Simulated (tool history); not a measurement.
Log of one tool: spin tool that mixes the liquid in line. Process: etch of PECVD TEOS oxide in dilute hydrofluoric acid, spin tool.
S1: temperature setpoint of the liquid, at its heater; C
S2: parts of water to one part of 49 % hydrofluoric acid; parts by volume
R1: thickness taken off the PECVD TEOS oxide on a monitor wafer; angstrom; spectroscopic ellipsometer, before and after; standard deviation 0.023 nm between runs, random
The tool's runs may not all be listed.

Run 1, hour 0.0: S1 23.0 C, S2 200 parts by volume, time under the liquid (s) 25. Result: R1 12.135 angstrom.
Run 2, hour 0.9: S1 25.5 C, S2 170 parts by volume, time under the liquid (s) 25. Result: R1 16.283 angstrom.
Run 3, hour 5.8: S1 27.0 C, S2 155 parts by volume, time under the liquid (s) 25. Result: R1 18.709 angstrom.
Run 4, hour 6.8: S1 29.0 C, S2 155 parts by volume, time under the liquid (s) 25. Result: R1 20.380 angstrom.
Run 5, hour 12.9: S1 29.0 C, S2 180 parts by volume, time under the liquid (s) 25. Result: R1 17.218 angstrom.
Run 6, hour 15.6: S1 29.5 C, S2 160 parts by volume, time under the liquid (s) 25. Result: R1 20.268 angstrom.
Run 7, hour 17.6: S1 30.0 C, S2 150 parts by volume, time under the liquid (s) 25. Result: R1 22.098 angstrom.
Run 8, hour 19.4: S1 30.5 C, S2 140 parts by volume, time under the liquid (s) 25. Result: R1 24.587 angstrom.

The next listed run, before its measurement:
Run 9, hour 25.6: S1 30.5 C, S2 135 parts by volume, time under the liquid (s) 25. Result: R1 ?.

{"run 9": {"R1": 25.455}}

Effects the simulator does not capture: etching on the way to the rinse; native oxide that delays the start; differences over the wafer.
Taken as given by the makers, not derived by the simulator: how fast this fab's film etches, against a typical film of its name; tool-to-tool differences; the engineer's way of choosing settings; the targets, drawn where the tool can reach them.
